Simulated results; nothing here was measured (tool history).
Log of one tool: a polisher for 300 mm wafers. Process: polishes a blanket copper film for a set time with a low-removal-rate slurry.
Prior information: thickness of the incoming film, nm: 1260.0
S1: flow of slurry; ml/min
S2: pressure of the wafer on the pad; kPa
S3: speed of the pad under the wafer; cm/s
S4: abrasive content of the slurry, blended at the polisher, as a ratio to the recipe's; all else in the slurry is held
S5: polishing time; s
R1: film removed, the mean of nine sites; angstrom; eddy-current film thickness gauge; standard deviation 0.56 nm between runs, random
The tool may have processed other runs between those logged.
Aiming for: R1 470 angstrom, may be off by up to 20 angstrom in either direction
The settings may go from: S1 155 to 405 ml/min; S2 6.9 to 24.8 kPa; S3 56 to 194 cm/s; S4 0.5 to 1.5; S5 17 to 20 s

run,hour,S1,S2,S3,S4,S5,R1
1,0,260,15.9,124,1,20,555.89
2,4.2,260,15.9,124,0.9,20,531.5
3,6.2,260,15.9,142,0.9,20,633.54
4,7.3,260,15.9,158,0.9,20,684.96
5,14.3,260,15.2,158,0.9,20,664.23
6,18.9,260,15.2,158,0.7,20,624.55
7,25.7,260,14.5,158,0.7,20,593.85
8,27.5,260,10.3,156,0.7,20,433.48

Exercise: of the 5 proposed moves below, exactly one satisfies all targets within the stated allowed misses. Which move is it?
A,29.3,345,11.7,142,0.8,18,?
B,29.3,275,10.3,164,0.75,20,?
C,29.3,210,9.7,174,0.65,19,?
D,29.3,230,13.1,136,0.7,19,?
E,29.3,285,9,166,0.75,20,?

move,R1
A,430.48
B,476.41
C,423.29
D,446.95
E,428.38
A: further off than the last run
B: in spec on every target
C: further off than the last run
D: nearer the targets than the last run, but a result is still out of spec
E: further off than the last run
The right move is B.
